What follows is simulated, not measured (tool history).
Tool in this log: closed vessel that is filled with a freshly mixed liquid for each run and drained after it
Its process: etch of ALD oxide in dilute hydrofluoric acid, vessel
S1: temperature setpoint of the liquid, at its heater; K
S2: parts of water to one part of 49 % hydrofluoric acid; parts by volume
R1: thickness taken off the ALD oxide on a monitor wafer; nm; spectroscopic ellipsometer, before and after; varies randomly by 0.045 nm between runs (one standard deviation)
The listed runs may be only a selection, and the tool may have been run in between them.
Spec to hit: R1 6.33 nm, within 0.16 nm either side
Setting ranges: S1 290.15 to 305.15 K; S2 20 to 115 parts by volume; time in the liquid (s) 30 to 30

run 1 hour=0 | S1=297.15 S2=65 time_in_the_liquid_(s)=30 | R1=5.405
run 2 hour=2.8 | S1=298.15 S2=65 time_in_the_liquid_(s)=30 | R1=5.6019
run 3 hour=3.4 | S1=299.15 S2=65 time_in_the_liquid_(s)=30 | R1=5.8973
run 4 hour=9.7 | S1=299.15 S2=65 time_in_the_liquid_(s)=30 | R1=5.8281
run 5 hour=12.1 | S1=299.15 S2=80 time_in_the_liquid_(s)=30 | R1=4.5969
run 6 hour=20.1 | S1=300.65 S2=80 time_in_the_liquid_(s)=30 | R1=4.9439
run 7 hour=26.6 | S1=301.65 S2=80 time_in_the_liquid_(s)=30 | R1=5.1512
run 8 hour=29.9 | S1=302.65 S2=80 time_in_the_liquid_(s)=30 | R1=5.2727
run 9 hour=33.9 | S1=303.15 S2=80 time_in_the_liquid_(s)=30 | R1=5.4669
run 10 hour=35.1 | S1=303.65 S2=80 time_in_the_liquid_(s)=30 | R1=5.5208
run 11 hour=38.6 | S1=304.15 S2=80 time_in_the_liquid_(s)=30 | R1=5.5945
run 12 hour=41.7 | S1=304.65 S2=80 time_in_the_liquid_(s)=30 | R1=5.7493

Exercise: of the 4 proposed moves below, exactly one satisfies all targets within the stated allowed misses. Which move is it?
run A hour=44.8 | S1=304.65 S2=85 time_in_the_liquid_(s)=30 | R1=?
run B hour=44.8 | S1=305.15 S2=90 time_in_the_liquid_(s)=30 | R1=?
run C hour=44.8 | S1=301.15 S2=75 time_in_the_liquid_(s)=30 | R1=?
run D hour=44.8 | S1=305.15 S2=75 time_in_the_liquid_(s)=30 | R1=?

move=A R1=5.3714
move=B R1=5.1298
move=C R1=5.4028
move=D R1=6.2982
A: lands further from the targets than the last run did
B: lands further from the targets than the last run did
C: lands further from the targets than the last run did
D: every result lands within tolerance
Go with D: it meets all targets.
